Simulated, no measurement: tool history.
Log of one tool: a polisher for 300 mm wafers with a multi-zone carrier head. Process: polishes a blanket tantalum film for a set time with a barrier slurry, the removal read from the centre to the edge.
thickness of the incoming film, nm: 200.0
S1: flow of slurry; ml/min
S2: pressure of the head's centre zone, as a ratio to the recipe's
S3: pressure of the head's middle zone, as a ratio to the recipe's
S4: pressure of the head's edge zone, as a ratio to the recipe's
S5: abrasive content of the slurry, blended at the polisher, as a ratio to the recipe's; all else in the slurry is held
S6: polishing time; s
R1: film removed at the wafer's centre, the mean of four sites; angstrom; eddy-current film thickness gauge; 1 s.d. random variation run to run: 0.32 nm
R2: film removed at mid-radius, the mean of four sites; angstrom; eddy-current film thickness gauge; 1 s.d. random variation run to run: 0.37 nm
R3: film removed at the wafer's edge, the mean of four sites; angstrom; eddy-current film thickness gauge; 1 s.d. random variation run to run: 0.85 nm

run  hour   S1    S2    S3    S4    S5  S6      R1      R2      R3
  1     0  225     1     1     1     1  46  746.03  791.06   789.6
  2   1.7  210  0.97  0.94  0.98  0.85  44  661.15  670.38  722.39
  3   3.5  210  0.97  0.94  0.98  0.85  48     722  729.41  749.94
  4   7.8  240  0.97  0.94  0.98  0.85  48  731.47  748.38  795.75
  5   8.6  240  0.97  0.94  0.92  0.85  48   727.1  741.89  758.14
  6    15  215  0.93   0.9   0.9  0.75  47  652.95  666.71  691.23
  7  22.9  200  0.91  0.87  0.91  0.65  46  587.17  599.26  648.74
  8  30.5  185   0.9  0.85  0.91   0.6  46  555.33  565.99  620.12
  9    36  175   0.9  0.84  0.92   0.6  46  557.39  553.03  624.94
 10  42.6  165  0.89  0.83  0.91   0.6  46  539.37  543.99  614.76

Run 11 has not been measured yet. What should we expect?
 11  50.9  165  0.89  0.83  0.91  0.6  46   ?   ?   ?

R1: 541.28 angstrom
R2: 548.59 angstrom
R3: 623.01 angstrom
